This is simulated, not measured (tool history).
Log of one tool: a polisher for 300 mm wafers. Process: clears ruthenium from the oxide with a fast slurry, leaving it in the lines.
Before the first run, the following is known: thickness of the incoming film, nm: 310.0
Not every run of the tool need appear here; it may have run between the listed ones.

| run | hour | flow of slurry (ml/min) | pressure of the wafer on the pad (kPa) | speed of the pad under the wafer (cm/s) | abrasive content of the slurry | overpolish time after the end point (s) | time until the end point was called (s) | dishing of a wide line in a test structure (Å) |
|---|---|---|---|---|---|---|---|---|
| 1 | 0.0 | 320 | 22.1 | 104 | 1.0 | 11 | 89.281 | 343.99 |
| 2 | 5.7 | 320 | 21.4 | 104 | 1.0 | 9 | 88.478 | 277.50 |
| 3 | 13.7 | 320 | 21.4 | 118 | 1.0 | 9 | 75.135 | 315.69 |
| 4 | 17.5 | 320 | 21.4 | 118 | 1.0 | 11 | 78.447 | 374.89 |
| 5 | 25.0 | 320 | 19.3 | 118 | 1.0 | 9 | 82.749 | 295.57 |
| 6 | 32.6 | 320 | 17.9 | 118 | 1.0 | 8 | 87.091 | 257.91 |
| 7 | 40.5 | 320 | 16.5 | 118 | 1.0 | 7 | 89.786 | 219.48 |
| 8 | 44.1 | 320 | 15.2 | 118 | 1.0 | 7 | 94.405 | 207.10 |
| 9 | 46.6 | 320 | 14.5 | 118 | 1.0 | 7 | 96.142 | 200.37 |

The next listed run, before its measurement:
| 10 | 54.8 | 320 | 13.8 | 118 | 1.0 | 7 | ? | ? |

Run 10 came out at time until the end point was called (s) 101.510, dishing of a wide line in a test structure (Å) 199.51.
